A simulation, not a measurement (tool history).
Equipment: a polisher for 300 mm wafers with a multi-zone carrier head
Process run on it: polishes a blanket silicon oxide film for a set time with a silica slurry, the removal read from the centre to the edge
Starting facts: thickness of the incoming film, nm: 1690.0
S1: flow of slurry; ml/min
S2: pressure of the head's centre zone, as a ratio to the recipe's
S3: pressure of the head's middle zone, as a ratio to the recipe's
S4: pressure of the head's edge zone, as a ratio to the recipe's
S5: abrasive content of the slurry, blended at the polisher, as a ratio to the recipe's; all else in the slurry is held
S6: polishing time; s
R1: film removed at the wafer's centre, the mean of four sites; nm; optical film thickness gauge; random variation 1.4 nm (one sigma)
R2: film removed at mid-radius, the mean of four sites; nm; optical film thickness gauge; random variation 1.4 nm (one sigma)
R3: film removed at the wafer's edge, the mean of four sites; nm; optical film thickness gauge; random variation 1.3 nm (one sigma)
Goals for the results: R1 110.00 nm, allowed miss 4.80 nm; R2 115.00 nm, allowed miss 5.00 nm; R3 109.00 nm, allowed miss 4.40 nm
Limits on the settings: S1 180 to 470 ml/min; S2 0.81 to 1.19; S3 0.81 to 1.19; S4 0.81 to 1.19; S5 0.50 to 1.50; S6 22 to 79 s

run	hour	S1	S2	S3	S4	S5	S6	R1	R2	R3
1	0.0	300	1.00	1.00	1.00	1.00	50	215.01	212.26	226.86
2	3.0	300	1.00	1.01	0.98	0.90	47	188.53	193.13	207.08
3	10.3	300	1.00	1.07	0.98	0.90	47	195.98	200.71	201.32
4	13.9	300	1.01	1.08	0.97	0.85	44	175.28	185.78	186.91
5	19.1	360	1.01	1.08	0.97	0.85	44	180.14	187.58	190.57
6	25.3	355	1.03	1.09	0.95	0.80	41	163.38	175.29	167.23
7	29.5	355	1.04	1.07	0.94	0.75	40	157.27	162.94	158.25
# hour 34.0: edge zone pressure recalibrated
8	34.0	355	1.04	1.06	0.93	0.70	39	151.05	150.04	142.04
9	42.7	355	1.01	1.05	0.92	0.65	39	141.22	143.64	137.31
10	49.2	355	0.99	1.04	0.91	0.65	39	139.92	142.10	135.24
11	51.4	355	0.97	1.03	0.90	0.65	39	133.78	141.08	137.29
12	55.8	355	0.97	1.02	0.89	0.65	39	132.83	143.20	135.95
13	59.8	355	0.97	1.00	0.88	0.65	39	133.56	139.83	135.33
14	67.7	355	0.97	0.99	0.87	0.65	39	136.98	137.01	133.70
15	71.8	355	0.96	0.99	0.86	0.65	39	132.20	138.42	130.66
16	75.8	355	0.95	0.98	0.85	0.65	39	131.43	134.34	131.93
17	82.3	355	0.94	0.98	0.83	0.55	37	115.28	116.83	115.39
18	90.0	360	0.94	0.99	0.83	0.55	37	119.24	121.10	115.74
19	94.9	360	0.93	0.99	0.83	0.55	37	116.85	119.49	113.44
20	101.5	360	0.92	0.99	0.83	0.55	37	115.28	121.24	114.43

Which single option among these 5 for the next run brings every result within its allowed miss of target? Just one does.
A	108.1	405	0.90	0.98	0.81	0.55	36	?	?	?
B	108.1	410	0.90	1.10	0.81	0.50	37	?	?	?
C	108.1	305	0.91	0.97	0.82	0.75	34	?	?	?
D	108.1	370	0.95	0.98	0.84	0.50	41	?	?	?
E	108.1	360	0.97	1.02	0.82	0.50	41	?	?	?

move	R1	R2	R3
A	111.52	118.94	109.24
B	109.27	128.42	106.74
C	120.28	126.57	118.60
D	124.38	127.94	119.63
E	125.88	132.03	118.09
A: each result inside its tolerance
B: lands further from the targets than the last run did
C: lands further from the targets than the last run did
D: lands further from the targets than the last run did
E: lands further from the targets than the last run did
A is the move that brings every result within its allowed miss.
